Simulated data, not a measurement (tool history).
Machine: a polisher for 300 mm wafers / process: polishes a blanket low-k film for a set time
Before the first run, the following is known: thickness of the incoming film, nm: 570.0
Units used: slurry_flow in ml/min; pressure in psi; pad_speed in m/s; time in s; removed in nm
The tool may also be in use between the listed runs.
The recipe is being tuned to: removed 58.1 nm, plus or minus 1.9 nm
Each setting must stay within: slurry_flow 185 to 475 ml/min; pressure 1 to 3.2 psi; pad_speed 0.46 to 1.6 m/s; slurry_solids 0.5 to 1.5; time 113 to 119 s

{"run": 1, "hour": 0.0, "slurry_flow": 305, "pressure": 2.1, "pad_speed": 1.02, "slurry_solids": 1, "time": 113, "removed": 41.401}
{"run": 2, "hour": 7.7, "slurry_flow": 305, "pressure": 2.3, "pad_speed": 1.02, "slurry_solids": 1, "time": 113, "removed": 45.049}
{"run": 3, "hour": 10.8, "slurry_flow": 305, "pressure": 2.5, "pad_speed": 1.02, "slurry_solids": 1, "time": 113, "removed": 48.241}
{"run": 4, "hour": 13.2, "slurry_flow": 305, "pressure": 2.5, "pad_speed": 0.9, "slurry_solids": 1, "time": 113, "removed": 44.97}
{"run": 5, "hour": 21.5, "slurry_flow": 305, "pressure": 2.2, "pad_speed": 0.9, "slurry_solids": 1, "time": 113, "removed": 40.042}
{"run": 6, "hour": 23.2, "slurry_flow": 305, "pressure": 2.2, "pad_speed": 0.9, "slurry_solids": 1, "time": 113, "removed": 40.868}
{"run": 7, "hour": 28.0, "slurry_flow": 305, "pressure": 2.5, "pad_speed": 0.92, "slurry_solids": 1, "time": 113, "removed": 44.822}
{"run": 8, "hour": 35.5, "slurry_flow": 305, "pressure": 2.7, "pad_speed": 0.94, "slurry_solids": 1, "time": 113, "removed": 48.471}
{"run": 9, "hour": 44.1, "slurry_flow": 305, "pressure": 2.9, "pad_speed": 0.96, "slurry_solids": 1, "time": 113, "removed": 52.997}
{"run": 10, "hour": 52.6, "slurry_flow": 305, "pressure": 2.9, "pad_speed": 0.96, "slurry_solids": 1, "time": 113, "removed": 52.779}
{"run": 11, "hour": 55.4, "slurry_flow": 305, "pressure": 3, "pad_speed": 0.96, "slurry_solids": 1, "time": 113, "removed": 54.013}
{"run": 12, "hour": 63.7, "slurry_flow": 305, "pressure": 3.1, "pad_speed": 0.96, "slurry_solids": 1, "time": 113, "removed": 56.106}

Next run, 5 choices. One meets every target within its allowed miss, the rest don't. Which?
{"run": "A", "hour": 72.0, "slurry_flow": 330, "pressure": 2.8, "pad_speed": 0.9, "slurry_solids": 1, "time": 119, "removed": "?"}
{"run": "B", "hour": 72.0, "slurry_flow": 310, "pressure": 3.1, "pad_speed": 0.9, "slurry_solids": 1.05, "time": 117, "removed": "?"}
{"run": "C", "hour": 72.0, "slurry_flow": 210, "pressure": 2.9, "pad_speed": 1.04, "slurry_solids": 0.95, "time": 114, "removed": "?"}
{"run": "D", "hour": 72.0, "slurry_flow": 345, "pressure": 3.2, "pad_speed": 1.14, "slurry_solids": 0.75, "time": 118, "removed": "?"}
{"run": "E", "hour": 72.0, "slurry_flow": 345, "pressure": 2.8, "pad_speed": 1.24, "slurry_solids": 0.8, "time": 119, "removed": "?"}

move=A removed=51.701
move=B removed=57.117
move=C removed=51.28
move=D removed=52.7
move=E removed=53.105
A: its largest miss is bigger than the last run's
B: all results land within tolerance of their targets
C: its largest miss is bigger than the last run's
D: its largest miss is bigger than the last run's
E: its largest miss is bigger than the last run's
Answer: B
